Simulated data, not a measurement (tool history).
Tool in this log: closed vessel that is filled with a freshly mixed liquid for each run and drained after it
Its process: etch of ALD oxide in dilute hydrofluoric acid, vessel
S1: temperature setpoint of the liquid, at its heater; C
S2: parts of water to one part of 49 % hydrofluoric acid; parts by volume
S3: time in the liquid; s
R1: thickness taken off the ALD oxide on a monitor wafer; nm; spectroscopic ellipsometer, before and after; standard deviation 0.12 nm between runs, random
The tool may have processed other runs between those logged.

run,hour,S1,S2,S3,R1
1,0,24,160,130,10.065
2,6.5,26.5,140,130,12.988
3,11.3,26.5,140,135,13.443
4,19.5,28,125,135,16.433
5,28.5,29.5,120,135,18.192
6,32.9,29.5,120,135,18.024
7,41.9,30.5,115,135,19.803
8,48.1,31,115,135,20.215
9,52.4,31.5,115,135,20.671
10,53.2,31.5,115,135,20.441

Predict the results of run 11:
11,59,32,105,135,?

{"run 11": {"R1": 23.368}}

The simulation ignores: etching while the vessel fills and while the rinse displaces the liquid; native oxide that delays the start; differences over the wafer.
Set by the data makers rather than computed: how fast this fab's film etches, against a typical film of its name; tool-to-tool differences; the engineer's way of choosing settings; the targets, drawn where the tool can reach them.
